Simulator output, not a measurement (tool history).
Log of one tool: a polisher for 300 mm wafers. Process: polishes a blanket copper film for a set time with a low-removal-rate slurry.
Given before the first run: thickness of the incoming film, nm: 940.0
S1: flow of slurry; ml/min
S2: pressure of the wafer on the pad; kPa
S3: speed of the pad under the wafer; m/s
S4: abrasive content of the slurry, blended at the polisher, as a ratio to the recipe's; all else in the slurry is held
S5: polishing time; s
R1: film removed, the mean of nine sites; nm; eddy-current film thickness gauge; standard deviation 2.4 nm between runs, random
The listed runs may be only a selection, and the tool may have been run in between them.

run 1 hour=0.0 | S1=160 S2=14.5 S3=0.88 S4=1.0 S5=111 | R1=194.62
run 2 hour=3.0 | S1=160 S2=14.5 S3=0.88 S4=0.8 S5=111 | R1=185.36
run 3 hour=11.0 | S1=165 S2=15.2 S3=0.88 S4=0.8 S5=111 | R1=194.17
run 4 hour=16.9 | S1=165 S2=15.9 S3=0.88 S4=0.8 S5=111 | R1=201.37
run 5 hour=24.3 | S1=145 S2=15.9 S3=0.88 S4=0.8 S5=111 | R1=194.62
run 6 hour=26.0 | S1=145 S2=15.9 S3=0.88 S4=0.8 S5=111 | R1=195.42
run 7 hour=31.7 | S1=160 S2=16.5 S3=0.88 S4=0.8 S5=111 | R1=211.05
run 8 hour=39.5 | S1=170 S2=16.5 S3=0.88 S4=0.8 S5=111 | R1=210.28
run 9 hour=47.6 | S1=175 S2=17.2 S3=0.88 S4=0.8 S5=111 | R1=219.14

Predict the results of run 10:
run 10 hour=55.6 | S1=180 S2=17.2 S3=0.88 S4=0.8 S5=111 | R1=?

R1: 219.11 nm
